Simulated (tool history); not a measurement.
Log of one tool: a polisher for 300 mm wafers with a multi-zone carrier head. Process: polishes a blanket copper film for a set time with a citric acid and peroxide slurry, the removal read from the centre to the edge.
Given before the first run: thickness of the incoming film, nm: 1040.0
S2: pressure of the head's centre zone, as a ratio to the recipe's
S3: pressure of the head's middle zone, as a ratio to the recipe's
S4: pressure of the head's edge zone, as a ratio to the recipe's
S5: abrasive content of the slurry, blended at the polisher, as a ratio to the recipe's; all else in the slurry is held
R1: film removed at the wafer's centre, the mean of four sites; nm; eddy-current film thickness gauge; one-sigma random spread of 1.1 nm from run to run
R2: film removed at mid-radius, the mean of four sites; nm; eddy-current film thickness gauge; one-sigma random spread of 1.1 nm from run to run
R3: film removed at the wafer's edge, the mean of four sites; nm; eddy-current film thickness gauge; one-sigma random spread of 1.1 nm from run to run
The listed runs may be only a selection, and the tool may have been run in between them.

run 1 hour=0.0 | flow_of_slurry_(ml/min)=305 S2=1.00 S3=1.00 S4=1.00 S5=1.00 polishing_time_(s)=35 | R1=80.990 R2=80.304 R3=81.303
run 2 hour=1.5 | flow_of_slurry_(ml/min)=305 S2=1.00 S3=1.00 S4=1.06 S5=1.00 polishing_time_(s)=35 | R1=81.243 R2=80.078 R3=83.170
run 3 hour=5.8 | flow_of_slurry_(ml/min)=310 S2=1.01 S3=1.03 S4=1.07 S5=1.10 polishing_time_(s)=35 | R1=82.964 R2=84.131 R3=84.003
run 4 hour=13.6 | flow_of_slurry_(ml/min)=310 S2=1.02 S3=1.04 S4=1.08 S5=1.15 polishing_time_(s)=36 | R1=88.242 R2=87.661 R3=88.658
run 5 hour=14.7 | flow_of_slurry_(ml/min)=310 S2=1.02 S3=1.04 S4=1.08 S5=1.15 polishing_time_(s)=27 | R1=65.221 R2=65.529 R3=66.860
run 6 hour=21.9 | flow_of_slurry_(ml/min)=310 S2=0.94 S3=1.04 S4=1.08 S5=1.15 polishing_time_(s)=27 | R1=59.618 R2=65.973 R3=66.309

Forecast run 7:
run 7 hour=30.3 | flow_of_slurry_(ml/min)=315 S2=0.97 S3=1.06 S4=1.09 S5=1.20 polishing_time_(s)=29 | R1=? R2=? R3=?

Run 7 gave R1 68.594 nm, R2 71.276 nm, R3 73.785 nm.

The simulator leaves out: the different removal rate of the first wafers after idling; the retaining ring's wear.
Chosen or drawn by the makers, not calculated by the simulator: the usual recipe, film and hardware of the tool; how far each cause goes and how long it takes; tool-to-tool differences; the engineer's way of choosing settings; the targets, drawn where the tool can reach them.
